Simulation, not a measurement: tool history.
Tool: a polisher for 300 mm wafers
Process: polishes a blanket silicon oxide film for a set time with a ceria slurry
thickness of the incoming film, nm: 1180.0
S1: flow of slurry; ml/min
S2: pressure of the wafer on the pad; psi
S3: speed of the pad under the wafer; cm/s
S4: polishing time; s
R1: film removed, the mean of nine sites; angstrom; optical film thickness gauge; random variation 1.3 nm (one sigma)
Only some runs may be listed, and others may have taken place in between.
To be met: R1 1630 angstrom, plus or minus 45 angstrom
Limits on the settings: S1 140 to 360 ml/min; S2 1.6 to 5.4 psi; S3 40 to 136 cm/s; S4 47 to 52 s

run 1 hour=0 | S1=230 S2=3.5 S3=88 S4=52 | R1=2093.8
run 2 hour=7 | S1=195 S2=3.5 S3=88 S4=52 | R1=2060.5
run 3 hour=13.4 | S1=195 S2=3.2 S3=88 S4=52 | R1=1906.7
run 4 hour=20.8 | S1=195 S2=3 S3=88 S4=52 | R1=1798.6
run 5 hour=23.2 | S1=195 S2=2.9 S3=88 S4=52 | R1=1738.2
run 6 hour=28.6 | S1=195 S2=3.6 S3=88 S4=52 | R1=2129.7
run 7 hour=29.3 | S1=195 S2=3.3 S3=88 S4=52 | R1=1948.7
-- hour=33.2 head pressure recalibrated
run 8 hour=33.2 | S1=195 S2=3.1 S3=88 S4=52 | R1=1921.2
run 9 hour=39.3 | S1=195 S2=2.9 S3=88 S4=52 | R1=1808.2

Consider the 5 candidate settings below. Which is the only one whose results all fall within their allowed miss of target?
run A hour=45.4 | S1=210 S2=3 S3=74 S4=52 | R1=?
run B hour=45.4 | S1=175 S2=3.2 S3=92 S4=47 | R1=?
run C hour=45.4 | S1=140 S2=3.4 S3=80 S4=48 | R1=?
run D hour=45.4 | S1=245 S2=3 S3=94 S4=51 | R1=?
run E hour=45.4 | S1=205 S2=3.2 S3=94 S4=52 | R1=?

move=A R1=1596.7
move=B R1=1862.8
move=C R1=1720.5
move=D R1=2002
move=E R1=2137.6
A: in spec on every target
B: its largest miss is bigger than the last run's
C: moves toward the targets from the last run without getting all of them in spec
D: its largest miss is bigger than the last run's
E: its largest miss is bigger than the last run's
Correct choice: A, which meets every target
